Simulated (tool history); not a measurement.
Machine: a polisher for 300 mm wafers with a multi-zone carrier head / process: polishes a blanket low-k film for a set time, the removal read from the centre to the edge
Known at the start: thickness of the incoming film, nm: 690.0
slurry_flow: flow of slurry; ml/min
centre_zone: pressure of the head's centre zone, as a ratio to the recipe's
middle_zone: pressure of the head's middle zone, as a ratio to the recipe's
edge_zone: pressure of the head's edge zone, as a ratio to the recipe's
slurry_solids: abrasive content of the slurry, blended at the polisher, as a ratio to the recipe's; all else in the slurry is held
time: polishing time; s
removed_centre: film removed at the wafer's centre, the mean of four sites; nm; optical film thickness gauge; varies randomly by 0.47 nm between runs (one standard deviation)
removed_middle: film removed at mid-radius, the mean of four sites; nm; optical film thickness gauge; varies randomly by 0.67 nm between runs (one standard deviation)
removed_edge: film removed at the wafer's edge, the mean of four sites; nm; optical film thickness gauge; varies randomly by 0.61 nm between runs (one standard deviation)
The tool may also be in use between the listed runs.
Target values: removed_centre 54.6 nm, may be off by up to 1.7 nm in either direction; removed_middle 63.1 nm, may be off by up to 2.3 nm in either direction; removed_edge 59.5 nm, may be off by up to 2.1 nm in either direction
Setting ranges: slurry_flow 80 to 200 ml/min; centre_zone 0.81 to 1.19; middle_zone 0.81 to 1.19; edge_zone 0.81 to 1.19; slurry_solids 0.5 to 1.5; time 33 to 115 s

{"run": 1, "day": 0.0, "slurry_flow": 130, "centre_zone": 1, "middle_zone": 1, "edge_zone": 1, "slurry_solids": 1, "time": 73, "removed_centre": 42.387, "removed_middle": 42.853, "removed_edge": 43.184}
{"run": 2, "day": 0.358, "slurry_flow": 100, "centre_zone": 1, "middle_zone": 1, "edge_zone": 1, "slurry_solids": 1, "time": 73, "removed_centre": 38.496, "removed_middle": 40.155, "removed_edge": 40.412}
{"run": 3, "day": 0.45, "slurry_flow": 110, "centre_zone": 1, "middle_zone": 1.02, "edge_zone": 1.02, "slurry_solids": 1.05, "time": 73, "removed_centre": 40.277, "removed_middle": 42.781, "removed_edge": 42.511}
{"run": 4, "day": 0.683, "slurry_flow": 90, "centre_zone": 1, "middle_zone": 1.02, "edge_zone": 1.02, "slurry_solids": 1.05, "time": 73, "removed_centre": 37.313, "removed_middle": 39.713, "removed_edge": 41.296}
{"run": 5, "day": 0.862, "slurry_flow": 90, "centre_zone": 1.04, "middle_zone": 1.02, "edge_zone": 1.02, "slurry_solids": 1.05, "time": 73, "removed_centre": 38.94, "removed_middle": 40.36, "removed_edge": 41.309}
{"run": 6, "day": 0.925, "slurry_flow": 80, "centre_zone": 1.04, "middle_zone": 1.02, "edge_zone": 1.02, "slurry_solids": 1.05, "time": 73, "removed_centre": 37.289, "removed_middle": 38.715, "removed_edge": 39.604}
{"run": 7, "day": 1.0, "slurry_flow": 95, "centre_zone": 1.03, "middle_zone": 1.04, "edge_zone": 1.04, "slurry_solids": 1.1, "time": 73, "removed_centre": 41.047, "removed_middle": 42.584, "removed_edge": 41.796}
{"run": 8, "day": 1.129, "slurry_flow": 105, "centre_zone": 1, "middle_zone": 1.04, "edge_zone": 1.05, "slurry_solids": 1.15, "time": 74, "removed_centre": 41.766, "removed_middle": 45.364, "removed_edge": 45.211}
{"run": 9, "day": 1.254, "slurry_flow": 115, "centre_zone": 0.99, "middle_zone": 1.05, "edge_zone": 1.06, "slurry_solids": 1.15, "time": 74, "removed_centre": 42.359, "removed_middle": 46.779, "removed_edge": 45.917}
{"run": 10, "day": 1.538, "slurry_flow": 125, "centre_zone": 0.98, "middle_zone": 1.05, "edge_zone": 1.07, "slurry_solids": 1.2, "time": 74, "removed_centre": 44.145, "removed_middle": 48.632, "removed_edge": 48.462}
{"run": 11, "day": 1.796, "slurry_flow": 135, "centre_zone": 0.98, "middle_zone": 1.06, "edge_zone": 1.08, "slurry_solids": 1.2, "time": 74, "removed_centre": 44.795, "removed_middle": 50.218, "removed_edge": 48.281}
{"run": 12, "day": 1.883, "slurry_flow": 140, "centre_zone": 0.97, "middle_zone": 1.06, "edge_zone": 1.09, "slurry_solids": 1.25, "time": 74, "removed_centre": 45.942, "removed_middle": 51.705, "removed_edge": 49.506}
{"run": 13, "day": 1.938, "slurry_flow": 165, "centre_zone": 0.96, "middle_zone": 1.11, "edge_zone": 1.19, "slurry_solids": 1.5, "time": 76, "removed_centre": 51.734, "removed_middle": 60.255, "removed_edge": 58.683}
{"run": 14, "day": 2.079, "slurry_flow": 170, "centre_zone": 0.96, "middle_zone": 1.11, "edge_zone": 1.19, "slurry_solids": 1.5, "time": 76, "removed_centre": 51.672, "removed_middle": 61.765, "removed_edge": 59.484}
{"run": 15, "day": 2.258, "slurry_flow": 170, "centre_zone": 0.97, "middle_zone": 1.11, "edge_zone": 1.19, "slurry_solids": 1.5, "time": 76, "removed_centre": 53.561, "removed_middle": 61.01, "removed_edge": 59.45}

Next run, 5 choices. One meets every target within its allowed miss, the rest don't. Which?
{"run": "A", "day": 2.438, "slurry_flow": 140, "centre_zone": 0.93, "middle_zone": 1.08, "edge_zone": 1.19, "slurry_solids": 1.45, "time": 82, "removed_centre": "?", "removed_middle": "?", "removed_edge": "?"}
{"run": "B", "day": 2.438, "slurry_flow": 180, "centre_zone": 0.99, "middle_zone": 1.13, "edge_zone": 1.19, "slurry_solids": 1.5, "time": 77, "removed_centre": "?", "removed_middle": "?", "removed_edge": "?"}
{"run": "C", "day": 2.438, "slurry_flow": 170, "centre_zone": 0.92, "middle_zone": 1.19, "edge_zone": 1.13, "slurry_solids": 1.5, "time": 77, "removed_centre": "?", "removed_middle": "?", "removed_edge": "?"}
{"run": "D", "day": 2.438, "slurry_flow": 160, "centre_zone": 0.96, "middle_zone": 1.07, "edge_zone": 1.19, "slurry_solids": 1.5, "time": 76, "removed_centre": "?", "removed_middle": "?", "removed_edge": "?"}
{"run": "E", "day": 2.438, "slurry_flow": 140, "centre_zone": 0.98, "middle_zone": 1.08, "edge_zone": 1.19, "slurry_solids": 1.45, "time": 79, "removed_centre": "?", "removed_middle": "?", "removed_edge": "?"}

move=A removed_centre=51.692 removed_middle=60.609 removed_edge=60.736
move=B removed_centre=55.247 removed_middle=62.658 removed_edge=59.711
move=C removed_centre=50.77 removed_middle=64.759 removed_edge=57.672
move=D removed_centre=51.618 removed_middle=57.964 removed_edge=58.092
move=E removed_centre=52.5 removed_middle=58.377 removed_edge=58.513
A: moves away from the targets compared with the last run
B: each result inside its tolerance
C: corrects the largest miss of the last run, while another result sits out of spec
D: moves away from the targets compared with the last run
E: moves away from the targets compared with the last run
Correct choice: B, which meets every target
